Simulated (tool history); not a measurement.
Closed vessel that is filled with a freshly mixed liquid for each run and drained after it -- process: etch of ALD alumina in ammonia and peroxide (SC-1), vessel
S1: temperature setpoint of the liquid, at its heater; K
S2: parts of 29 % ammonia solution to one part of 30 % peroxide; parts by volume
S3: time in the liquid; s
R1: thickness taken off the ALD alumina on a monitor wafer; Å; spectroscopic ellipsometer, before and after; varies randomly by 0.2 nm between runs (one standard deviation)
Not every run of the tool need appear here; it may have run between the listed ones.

| run | hour | S1 | S2 | S3 | R1 |
|---|---|---|---|---|---|
| 1 | 0.0 | 324.15 | 0.4 | 250 | 159.57 |
| 2 | 5.0 | 326.65 | 0.4 | 250 | 183.15 |
| 3 | 7.7 | 326.65 | 0.5 | 250 | 185.14 |
| 4 | 12.5 | 326.65 | 0.6 | 250 | 191.35 |
| 5 | 19.9 | 328.65 | 0.6 | 250 | 211.12 |
| 6 | 24.4 | 328.65 | 0.6 | 175 | 148.26 |
| 7 | 31.3 | 331.65 | 0.6 | 195 | 191.71 |
| 8 | 38.4 | 333.65 | 0.6 | 200 | 220.57 |
| 9 | 46.4 | 333.65 | 0.6 | 200 | 218.97 |
| 10 | 50.3 | 335.15 | 0.6 | 200 | 239.69 |
| 11 | 53.9 | 336.15 | 0.6 | 200 | 247.76 |
| 12 | 55.6 | 336.65 | 0.6 | 200 | 255.59 |

For run 13, what comes out?
| 13 | 58.7 | 337.15 | 0.6 | 200 | ? |

For run 13 the tool returned R1 262.35 Å.
